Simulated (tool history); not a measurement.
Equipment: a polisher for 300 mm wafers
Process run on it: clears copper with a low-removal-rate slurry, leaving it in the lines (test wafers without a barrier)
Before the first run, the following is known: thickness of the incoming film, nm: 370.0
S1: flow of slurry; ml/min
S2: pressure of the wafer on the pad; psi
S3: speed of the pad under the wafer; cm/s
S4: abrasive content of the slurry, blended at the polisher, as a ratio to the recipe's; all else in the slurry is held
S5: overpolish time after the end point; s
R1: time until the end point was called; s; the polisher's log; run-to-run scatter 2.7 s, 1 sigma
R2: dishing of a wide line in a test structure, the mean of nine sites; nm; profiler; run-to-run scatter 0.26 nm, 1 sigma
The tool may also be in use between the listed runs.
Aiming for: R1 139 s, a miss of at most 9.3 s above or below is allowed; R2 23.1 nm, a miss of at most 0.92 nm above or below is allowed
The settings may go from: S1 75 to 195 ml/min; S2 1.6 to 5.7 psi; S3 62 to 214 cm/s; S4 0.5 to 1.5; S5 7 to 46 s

Run 1, hour 0: S1 125 ml/min, S2 3.6 psi, S3 138 cm/s, S4 1, S5 24 s. Result: R1 79.022 s, R2 33.771 nm.
Run 2, hour 4.5: S1 125 ml/min, S2 3.6 psi, S3 138 cm/s, S4 1.2, S5 24 s. Result: R1 76.212 s, R2 34.836 nm.
Run 3, hour 12.3: S1 125 ml/min, S2 3.1 psi, S3 138 cm/s, S4 1, S5 19 s. Result: R1 93.182 s, R2 30.422 nm.
Run 4, hour 18.6: S1 125 ml/min, S2 2.8 psi, S3 138 cm/s, S4 0.95, S5 16 s. Result: R1 104.05 s, R2 26.878 nm.
Run 5, hour 20.2: S1 125 ml/min, S2 2.8 psi, S3 138 cm/s, S4 0.95, S5 8 s. Result: R1 103.99 s, R2 17.797 nm.
Run 6, hour 25.3: S1 125 ml/min, S2 2.8 psi, S3 154 cm/s, S4 0.95, S5 8 s. Result: R1 92.457 s, R2 19.233 nm.
Run 7, hour 28.4: S1 120 ml/min, S2 2.5 psi, S3 152 cm/s, S4 0.95, S5 10 s. Result: R1 105.43 s, R2 20.477 nm.
Run 8, hour 31.1: S1 105 ml/min, S2 1.6 psi, S3 156 cm/s, S4 0.95, S5 18 s. Result: R1 160.66 s, R2 22.364 nm.
Run 9, hour 36.7: S1 110 ml/min, S2 1.6 psi, S3 156 cm/s, S4 0.95, S5 18 s. Result: R1 158.76 s, R2 22.47 nm.
Run 10, hour 42: S1 115 ml/min, S2 1.7 psi, S3 156 cm/s, S4 0.95, S5 18 s. Result: R1 149.64 s, R2 23.008 nm.

Consider the 5 candidate settings below. Which is the only one whose results all fall within their allowed miss of target?
Run A, hour 47.3: S1 120 ml/min, S2 1.6 psi, S3 160 cm/s, S4 0.7, S5 18 s. Result: R1 ?, R2 ?.
Run B, hour 47.3: S1 120 ml/min, S2 2.1 psi, S3 164 cm/s, S4 1, S5 16 s. Result: R1 ?, R2 ?.
Run C, hour 47.3: S1 120 ml/min, S2 1.6 psi, S3 156 cm/s, S4 1.05, S5 21 s. Result: R1 ?, R2 ?.
Run D, hour 47.3: S1 105 ml/min, S2 1.8 psi, S3 162 cm/s, S4 1, S5 16 s. Result: R1 ?, R2 ?.
Run E, hour 47.3: S1 120 ml/min, S2 1.8 psi, S3 198 cm/s, S4 1, S5 16 s. Result: R1 ?, R2 ?.

move      R1      R2
   A  165.87  21.475
   B  116.14  24.686
   C   155.9  24.105
   D  139.85  22.238
   E  111.78  24.972
A: lands further from the targets than the last run did
B: moves the result that the last run missed by most past its target, out the other side
C: lands further from the targets than the last run did
D: each result inside its tolerance
E: moves the result that the last run missed by most past its target, out the other side
D meets every target.
